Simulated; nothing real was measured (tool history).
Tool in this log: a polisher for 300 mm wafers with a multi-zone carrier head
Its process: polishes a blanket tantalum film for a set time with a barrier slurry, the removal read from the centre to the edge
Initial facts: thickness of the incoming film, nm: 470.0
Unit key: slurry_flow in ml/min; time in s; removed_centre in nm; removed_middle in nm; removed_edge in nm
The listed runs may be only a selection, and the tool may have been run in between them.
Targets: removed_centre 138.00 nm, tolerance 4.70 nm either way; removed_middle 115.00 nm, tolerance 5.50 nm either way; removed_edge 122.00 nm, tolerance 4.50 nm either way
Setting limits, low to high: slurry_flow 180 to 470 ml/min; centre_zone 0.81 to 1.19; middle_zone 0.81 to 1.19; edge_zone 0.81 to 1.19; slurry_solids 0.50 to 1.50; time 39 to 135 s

Run 1, hour 0.0: slurry_flow 300 ml/min, centre_zone 1.00, middle_zone 1.00, edge_zone 1.00, slurry_solids 1.00, time 87 s. Result: removed_centre 150.94 nm, removed_middle 143.64 nm, removed_edge 149.84 nm.
Run 2, hour 8.0: slurry_flow 300 ml/min, centre_zone 1.00, middle_zone 1.00, edge_zone 1.00, slurry_solids 1.10, time 87 s. Result: removed_centre 155.59 nm, removed_middle 155.32 nm, removed_edge 151.42 nm.
Run 3, hour 15.0: slurry_flow 300 ml/min, centre_zone 1.00, middle_zone 1.00, edge_zone 1.05, slurry_solids 1.10, time 87 s. Result: removed_centre 157.32 nm, removed_middle 153.46 nm, removed_edge 154.37 nm.
Run 4, hour 20.0: slurry_flow 300 ml/min, centre_zone 1.00, middle_zone 0.96, edge_zone 1.05, slurry_solids 1.10, time 87 s. Result: removed_centre 155.71 nm, removed_middle 146.26 nm, removed_edge 154.80 nm.
Run 5, hour 26.8: slurry_flow 300 ml/min, centre_zone 1.00, middle_zone 1.00, edge_zone 1.05, slurry_solids 1.10, time 87 s. Result: removed_centre 157.75 nm, removed_middle 153.27 nm, removed_edge 156.07 nm.
Run 6, hour 27.5: slurry_flow 300 ml/min, centre_zone 1.00, middle_zone 1.00, edge_zone 1.05, slurry_solids 1.20, time 87 s. Result: removed_centre 160.23 nm, removed_middle 155.77 nm, removed_edge 163.11 nm.
Run 7, hour 30.6: slurry_flow 295 ml/min, centre_zone 1.00, middle_zone 0.96, edge_zone 1.04, slurry_solids 1.05, time 86 s. Result: removed_centre 147.99 nm, removed_middle 147.96 nm, removed_edge 150.12 nm.
Run 8, hour 34.8: slurry_flow 340 ml/min, centre_zone 1.04, middle_zone 0.94, edge_zone 1.05, slurry_solids 0.90, time 84 s. Result: removed_centre 147.18 nm, removed_middle 134.32 nm, removed_edge 141.79 nm.
Run 9, hour 40.4: slurry_flow 345 ml/min, centre_zone 1.06, middle_zone 0.92, edge_zone 1.02, slurry_solids 0.80, time 84 s. Result: removed_centre 145.62 nm, removed_middle 127.33 nm, removed_edge 133.68 nm.

Consider the 4 candidate settings below. Which is the only one whose results all fall within their allowed miss of target?
Run A, hour 46.0: slurry_flow 320 ml/min, centre_zone 1.14, middle_zone 0.95, edge_zone 1.05, slurry_solids 1.00, time 70 s. Result: removed_centre ?, removed_middle ?, removed_edge ?.
Run B, hour 46.0: slurry_flow 385 ml/min, centre_zone 0.96, middle_zone 0.88, edge_zone 1.04, slurry_solids 0.65, time 94 s. Result: removed_centre ?, removed_middle ?, removed_edge ?.
Run C, hour 46.0: slurry_flow 365 ml/min, centre_zone 1.08, middle_zone 1.00, edge_zone 0.97, slurry_solids 0.75, time 89 s. Result: removed_centre ?, removed_middle ?, removed_edge ?.
Run D, hour 46.0: slurry_flow 340 ml/min, centre_zone 1.07, middle_zone 0.81, edge_zone 1.01, slurry_solids 0.65, time 107 s. Result: removed_centre ?, removed_middle ?, removed_edge ?.

move  removed_centre  removed_middle  removed_edge
   A          139.77          116.22        121.55
   B          135.13          127.98        138.50
   C          153.13          138.33        134.72
   D          169.67          137.89        154.33
A: in spec on every target
B: the biggest miss grows against the last run
C: the biggest miss grows against the last run
D: the biggest miss grows against the last run
Go with A: it meets all targets.

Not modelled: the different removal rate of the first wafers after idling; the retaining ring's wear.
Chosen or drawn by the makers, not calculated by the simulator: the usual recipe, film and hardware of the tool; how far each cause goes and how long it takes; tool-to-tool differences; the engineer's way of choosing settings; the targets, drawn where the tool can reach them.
